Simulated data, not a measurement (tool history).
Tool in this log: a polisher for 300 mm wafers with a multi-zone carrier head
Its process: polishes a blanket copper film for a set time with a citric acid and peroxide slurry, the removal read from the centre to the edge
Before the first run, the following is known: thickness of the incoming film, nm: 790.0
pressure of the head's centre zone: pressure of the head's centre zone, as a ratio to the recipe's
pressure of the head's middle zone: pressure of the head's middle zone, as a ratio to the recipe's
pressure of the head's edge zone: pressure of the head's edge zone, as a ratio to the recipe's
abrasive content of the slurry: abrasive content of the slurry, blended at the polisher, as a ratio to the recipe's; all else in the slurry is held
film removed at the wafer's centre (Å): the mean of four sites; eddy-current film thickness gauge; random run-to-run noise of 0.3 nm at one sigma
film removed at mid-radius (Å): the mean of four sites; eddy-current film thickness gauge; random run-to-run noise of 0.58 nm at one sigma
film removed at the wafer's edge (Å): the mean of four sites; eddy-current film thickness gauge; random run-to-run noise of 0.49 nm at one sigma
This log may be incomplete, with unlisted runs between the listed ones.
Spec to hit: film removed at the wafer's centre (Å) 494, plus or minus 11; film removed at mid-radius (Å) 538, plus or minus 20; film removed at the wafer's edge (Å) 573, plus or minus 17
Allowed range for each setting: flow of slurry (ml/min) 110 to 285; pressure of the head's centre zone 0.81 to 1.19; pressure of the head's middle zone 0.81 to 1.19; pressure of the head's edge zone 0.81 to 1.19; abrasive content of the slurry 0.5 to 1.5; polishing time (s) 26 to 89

run  hour  flow of slurry (ml/min)  pressure of the head's centre zone  pressure of the head's middle zone  pressure of the head's edge zone  abrasive content of the slurry  polishing time (s)  film removed at the wafer's centre (Å)  film removed at mid-radius (Å)  film removed at the wafer's edge (Å)
  1     0                      180                                   1                                   1                                 1                               1                  57                                     974                          998.74                                1010.5
  2     4                      180                                   1                                   1                                 1                             0.8                  57                                  945.63                          968.08                                960.87
  3  10.7                      180                                   1                                   1                              0.95                             0.8                  57                                  933.51                          976.26                                950.43
  4    18                      180                                   1                                1.06                              0.95                             0.8                  57                                     943                          1005.3                                953.86
  5  22.2                      180                                1.08                                1.06                              0.95                             0.8                  57                                  1018.9                          993.56                                955.37
  6  25.2                      145                                1.08                                1.06                              0.95                             0.8                  57                                  974.72                          1016.1                                930.75
  7  33.6                      160                                1.02                                1.02                              0.96                            0.75                  51                                  828.87                          848.31                                843.73
  8  40.5                      155                                0.99                                1.01                              0.94                             0.7                  47                                  740.67                          781.49                                749.98

Exactly one of the 4 candidate moves below puts every result within its allowed miss. Which one?
  A  47.4                      110                                0.92                                0.96                              1.01                             0.7                  35                                       ?                               ?                                     ?
  B  47.4                      145                                0.93                                   1                              0.96                            0.65                  36                                       ?                               ?                                     ?
  C  47.4                      120                                0.92                                1.04                              0.88                            0.65                  35                                       ?                               ?                                     ?
  D  47.4                      195                                0.83                                0.85                              1.19                             0.8                  29                                       ?                               ?                                     ?

move  film removed at the wafer's centre (Å)  film removed at mid-radius (Å)  film removed at the wafer's edge (Å)
   A                                  484.19                          526.98                                578.69
   B                                  517.17                          573.74                                589.36
   C                                  485.48                          564.36                                543.04
   D                                  395.22                          428.38                                553.28
A: in spec on every target
B: closes in on the targets versus the last run, not all within tolerance yet
C: brings the result that was furthest off to its target, and leaves another outside
D: moves the result that the last run missed by most past its target, out the other side
Answer: A
